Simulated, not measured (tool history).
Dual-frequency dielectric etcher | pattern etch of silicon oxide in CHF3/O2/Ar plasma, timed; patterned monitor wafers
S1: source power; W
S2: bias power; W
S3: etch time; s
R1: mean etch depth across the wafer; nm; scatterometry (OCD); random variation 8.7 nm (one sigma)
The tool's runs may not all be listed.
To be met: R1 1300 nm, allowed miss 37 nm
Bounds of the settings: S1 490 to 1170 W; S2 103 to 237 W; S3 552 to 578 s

| run | hour | S1 | S2 | S3 | R1 |
|---|---|---|---|---|---|
| 1 | 0 | 830 | 170 | 552 | 1133 |
| 2 | 6.5 | 830 | 170 | 552 | 1126.7 |
| 3 | 9.5 | 830 | 170 | 578 | 1180.9 |
| 4 | 14.1 | 880 | 174 | 578 | 1208.4 |
| 5 | 15.7 | 880 | 155 | 578 | 1171.9 |
| 6 | 18.8 | 960 | 155 | 578 | 1185.9 |
| 7 | 24.8 | 990 | 166 | 578 | 1244.6 |
|  | 31 | bias power generator calibrated |
| 8 | 31 | 990 | 166 | 578 | 1240 |
| 9 | 33.3 | 1010 | 169 | 578 | 1265.3 |
| 10 | 36.9 | 1020 | 170 | 578 | 1240.8 |

Which of these 5 next moves meets every target?
| A | 40.5 | 940 | 161 | 578 | ? |
| B | 40.5 | 840 | 173 | 561.5 | ? |
| C | 40.5 | 1020 | 155 | 565 | ? |
| D | 40.5 | 1170 | 168 | 571 | ? |
| E | 40.5 | 950 | 170 | 559 | ? |

| move | R1 |
|---|---|
| A | 1214.3 |
| B | 1166.6 |
| C | 1202.2 |
| D | 1288.9 |
| E | 1194.3 |
A: further off than the last run
B: further off than the last run
C: further off than the last run
D: meets every target
E: further off than the last run
The right move is D.
